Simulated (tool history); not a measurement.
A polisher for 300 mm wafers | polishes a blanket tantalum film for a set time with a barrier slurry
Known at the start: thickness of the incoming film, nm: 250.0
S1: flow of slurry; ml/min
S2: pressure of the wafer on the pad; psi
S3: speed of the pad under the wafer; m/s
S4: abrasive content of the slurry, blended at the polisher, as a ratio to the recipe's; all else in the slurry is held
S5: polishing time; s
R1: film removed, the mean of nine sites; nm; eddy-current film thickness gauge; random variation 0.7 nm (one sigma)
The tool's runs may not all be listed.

run  hour   S1   S2    S3  S4   S5      R1
  1     0  275  1.4  0.78   1  105  99.786
  2   5.4  275  1.2  0.78   1  105  86.932
  3     8  275  1.1  0.78   1  105  79.154
  4  13.3  275    1  0.78   1  105  73.193
  5  17.5  275  1.3  0.78   1  105  95.572
  6  26.2  275  1.2  0.78   1  105  87.399
  7  33.2  275  1.1  0.78   1  105   80.17

Forecast run 8:
  8  41.5  275  0.8  0.78   1  105   ?

Run 8 gave R1 59.246 nm.
